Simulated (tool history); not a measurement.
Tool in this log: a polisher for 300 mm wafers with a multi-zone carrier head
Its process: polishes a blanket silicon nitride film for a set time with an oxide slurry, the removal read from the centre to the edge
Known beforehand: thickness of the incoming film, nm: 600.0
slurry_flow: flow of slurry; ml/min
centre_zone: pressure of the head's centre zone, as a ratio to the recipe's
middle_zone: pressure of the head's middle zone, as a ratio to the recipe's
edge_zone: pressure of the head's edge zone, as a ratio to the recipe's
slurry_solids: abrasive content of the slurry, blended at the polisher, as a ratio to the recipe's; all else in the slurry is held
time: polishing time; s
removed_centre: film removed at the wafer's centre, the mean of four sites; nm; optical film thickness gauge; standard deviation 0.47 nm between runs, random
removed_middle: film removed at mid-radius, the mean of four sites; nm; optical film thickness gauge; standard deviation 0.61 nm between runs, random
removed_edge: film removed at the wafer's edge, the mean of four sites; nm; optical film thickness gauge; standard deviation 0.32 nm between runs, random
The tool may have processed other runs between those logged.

{"run": 1, "hour": 0.0, "slurry_flow": 320, "centre_zone": 1, "middle_zone": 1, "edge_zone": 1, "slurry_solids": 1, "time": 54, "removed_centre": 41.806, "removed_middle": 40.697, "removed_edge": 40.676}
{"run": 2, "hour": 7.6, "slurry_flow": 325, "centre_zone": 1, "middle_zone": 1.01, "edge_zone": 1.01, "slurry_solids": 1, "time": 54, "removed_centre": 40.672, "removed_middle": 41.149, "removed_edge": 40.371}
{"run": 3, "hour": 15.2, "slurry_flow": 325, "centre_zone": 1.04, "middle_zone": 1.01, "edge_zone": 1.01, "slurry_solids": 1, "time": 54, "removed_centre": 42.505, "removed_middle": 41.705, "removed_edge": 40.461}
{"run": 4, "hour": 17.1, "slurry_flow": 325, "centre_zone": 1.04, "middle_zone": 1.01, "edge_zone": 1.01, "slurry_solids": 1, "time": 42, "removed_centre": 32.656, "removed_middle": 31.653, "removed_edge": 31.589}
{"run": 5, "hour": 23.7, "slurry_flow": 325, "centre_zone": 1.04, "middle_zone": 1.02, "edge_zone": 1.02, "slurry_solids": 1.05, "time": 42, "removed_centre": 33.784, "removed_middle": 33.204, "removed_edge": 32.431}
{"run": 6, "hour": 32.3, "slurry_flow": 325, "centre_zone": 1.11, "middle_zone": 1.02, "edge_zone": 1.02, "slurry_solids": 1.05, "time": 42, "removed_centre": 35.604, "removed_middle": 33.002, "removed_edge": 32.243}

What does the tool deliver on the next run?
{"run": 7, "hour": 36.6, "slurry_flow": 325, "centre_zone": 1.1, "middle_zone": 1.03, "edge_zone": 1.04, "slurry_solids": 1.1, "time": 42, "removed_centre": "?", "removed_middle": "?", "removed_edge": "?"}

{"run 7": {"removed_centre": 36.275, "removed_middle": 34.074, "removed_edge": 33.867}}
